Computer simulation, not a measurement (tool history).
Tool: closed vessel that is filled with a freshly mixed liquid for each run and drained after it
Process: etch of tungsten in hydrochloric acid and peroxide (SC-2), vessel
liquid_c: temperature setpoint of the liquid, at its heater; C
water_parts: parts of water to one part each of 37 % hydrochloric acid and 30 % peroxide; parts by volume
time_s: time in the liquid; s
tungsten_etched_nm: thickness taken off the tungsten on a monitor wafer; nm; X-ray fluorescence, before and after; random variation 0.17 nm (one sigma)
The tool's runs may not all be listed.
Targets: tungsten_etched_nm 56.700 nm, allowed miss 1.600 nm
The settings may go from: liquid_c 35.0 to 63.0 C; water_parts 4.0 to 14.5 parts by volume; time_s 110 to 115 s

Run 1, day 0.000: liquid_c 47.0 C, water_parts 8.0 parts by volume, time_s 110 s. Result: tungsten_etched_nm 33.930 nm.
Run 2, day 0.258: liquid_c 47.0 C, water_parts 8.0 parts by volume, time_s 115 s. Result: tungsten_etched_nm 35.639 nm.
Run 3, day 0.362: liquid_c 42.0 C, water_parts 8.0 parts by volume, time_s 115 s. Result: tungsten_etched_nm 25.139 nm.
Run 4, day 0.700: liquid_c 42.0 C, water_parts 8.0 parts by volume, time_s 115 s. Result: tungsten_etched_nm 25.093 nm.
Run 5, day 0.750: liquid_c 44.0 C, water_parts 8.0 parts by volume, time_s 115 s. Result: tungsten_etched_nm 29.013 nm.
Run 6, day 0.958: liquid_c 45.5 C, water_parts 8.0 parts by volume, time_s 115 s. Result: tungsten_etched_nm 31.972 nm.
Run 7, day 1.142: liquid_c 47.0 C, water_parts 8.0 parts by volume, time_s 115 s. Result: tungsten_etched_nm 35.536 nm.
Run 8, day 1.358: liquid_c 48.0 C, water_parts 8.0 parts by volume, time_s 115 s. Result: tungsten_etched_nm 38.041 nm.
Run 9, day 1.679: liquid_c 49.0 C, water_parts 8.0 parts by volume, time_s 115 s. Result: tungsten_etched_nm 40.468 nm.
Run 10, day 1.867: liquid_c 55.0 C, water_parts 8.0 parts by volume, time_s 115 s. Result: tungsten_etched_nm 60.229 nm.
Run 11, day 2.246: liquid_c 54.5 C, water_parts 8.0 parts by volume, time_s 115 s. Result: tungsten_etched_nm 58.545 nm.

Which of these 5 next moves meets every target?
Run A, day 2.625: liquid_c 54.5 C, water_parts 7.5 parts by volume, time_s 115 s. Result: tungsten_etched_nm ?.
Run B, day 2.625: liquid_c 58.0 C, water_parts 10.0 parts by volume, time_s 115 s. Result: tungsten_etched_nm ?.
Run C, day 2.625: liquid_c 54.5 C, water_parts 9.0 parts by volume, time_s 115 s. Result: tungsten_etched_nm ?.
Run D, day 2.625: liquid_c 54.0 C, water_parts 7.5 parts by volume, time_s 110 s. Result: tungsten_etched_nm ?.
Run E, day 2.625: liquid_c 50.5 C, water_parts 5.0 parts by volume, time_s 110 s. Result: tungsten_etched_nm ?.

move  tungsten_etched_nm
   A              61.602
   B              61.049
   C              53.202
   D              57.041
   E              61.497
A: further off than the last run
B: further off than the last run
C: takes the result that was furthest off past its target
D: meets every target
E: further off than the last run
Move D is the one to make.
